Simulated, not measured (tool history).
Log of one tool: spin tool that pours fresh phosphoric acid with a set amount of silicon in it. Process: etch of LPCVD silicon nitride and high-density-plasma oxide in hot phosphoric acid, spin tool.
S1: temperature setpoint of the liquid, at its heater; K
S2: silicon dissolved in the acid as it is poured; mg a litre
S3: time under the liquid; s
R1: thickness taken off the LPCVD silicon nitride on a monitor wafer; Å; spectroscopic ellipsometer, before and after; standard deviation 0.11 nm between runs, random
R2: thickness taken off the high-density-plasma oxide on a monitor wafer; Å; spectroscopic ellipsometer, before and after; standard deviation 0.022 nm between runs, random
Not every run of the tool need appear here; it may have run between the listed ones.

| run | hour | S1 | S2 | S3 | R1 | R2 |
|---|---|---|---|---|---|---|
| 1 | 0 | 436.15 | 18.5 | 160 | 172.84 | 4.9409 |
| 2 | 3.4 | 436.15 | 18.5 | 185 | 200.77 | 5.5102 |
| 3 | 5.8 | 436.15 | 23 | 185 | 198.35 | 5.4122 |
| 4 | 10.5 | 436.15 | 15 | 185 | 197.81 | 6.1973 |
| 5 | 17.4 | 435.15 | 13.5 | 170 | 175.95 | 5.8291 |
| 6 | 18.6 | 435.15 | 4 | 170 | 174.73 | 6.6536 |

Run 7 has not been measured yet. What should we expect?
| 7 | 27.4 | 432.65 | 11.5 | 125 | ? | ? |

R1: 119.87 Å
R2: 3.8011 Å

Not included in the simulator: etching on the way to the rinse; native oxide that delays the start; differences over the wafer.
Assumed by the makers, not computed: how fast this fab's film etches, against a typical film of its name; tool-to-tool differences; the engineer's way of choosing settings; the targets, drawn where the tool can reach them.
